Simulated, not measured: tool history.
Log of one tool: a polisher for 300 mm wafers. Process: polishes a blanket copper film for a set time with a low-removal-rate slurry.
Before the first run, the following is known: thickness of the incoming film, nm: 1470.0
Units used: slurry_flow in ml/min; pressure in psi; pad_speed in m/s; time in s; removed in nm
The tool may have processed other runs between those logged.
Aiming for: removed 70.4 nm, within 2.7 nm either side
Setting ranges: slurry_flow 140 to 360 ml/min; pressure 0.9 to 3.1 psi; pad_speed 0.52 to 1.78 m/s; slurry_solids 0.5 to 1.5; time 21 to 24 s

run,hour,slurry_flow,pressure,pad_speed,slurry_solids,time,removed
1,0,230,2,1.14,1,24,48.092
2,1.1,230,1.7,1.14,1,24,42.138
3,5.8,230,2,1.16,1,24,50.072
4,10.8,230,2,1.16,0.85,24,48.408
5,14.8,175,2,1.16,0.85,24,47.193
# hour 15.8: worn pad replaced by a new one
6,15.8,175,2.2,1.16,0.85,24,55.789
7,18,175,2.3,1.16,0.85,24,57.343
8,22.7,175,2.4,1.16,0.85,24,60.589
9,23.9,175,2.5,1.16,0.85,24,63.064
10,30.7,175,2.6,1.16,0.85,24,65.027

Of the 4 settings listed for the next run, only one would bring every result within its allowed miss of target. Which one?
A,37.5,205,2.7,1.32,0.8,22,?
B,37.5,160,2.6,1.22,0.85,23,?
C,37.5,195,2.6,1.12,0.85,21,?
D,37.5,190,2.4,1.16,0.9,24,?

move,removed
A,70.051
B,64.868
C,55.525
D,61.713
A: all results in spec
B: as far off as the last run
C: lands further from the targets than the last run did
D: lands further from the targets than the last run did
Correct choice: A, which meets every target

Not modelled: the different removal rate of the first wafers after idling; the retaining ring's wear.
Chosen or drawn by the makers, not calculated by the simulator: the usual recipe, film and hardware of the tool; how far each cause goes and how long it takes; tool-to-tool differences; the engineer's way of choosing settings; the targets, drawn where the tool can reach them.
